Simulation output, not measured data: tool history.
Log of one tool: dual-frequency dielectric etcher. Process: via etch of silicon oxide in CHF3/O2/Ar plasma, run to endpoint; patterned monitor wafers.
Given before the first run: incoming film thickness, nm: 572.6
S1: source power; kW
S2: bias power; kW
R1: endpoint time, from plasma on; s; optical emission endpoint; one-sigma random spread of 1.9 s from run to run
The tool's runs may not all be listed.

run  hour    S1     S2      R1
  1     0  0.53  0.201  298.91
  2   6.4  0.52    0.2  303.37
  3  11.1  0.48    0.2  318.86
  4  15.7  0.56    0.2   292.4
  5  19.7  0.55  0.199  296.69
  6  24.3  0.55  0.215  287.86
  7  26.3  0.53  0.214  295.51

What will run 8 give?
  8  28.7  0.52  0.213   ?

Run 8 came out at R1 298.17 s.
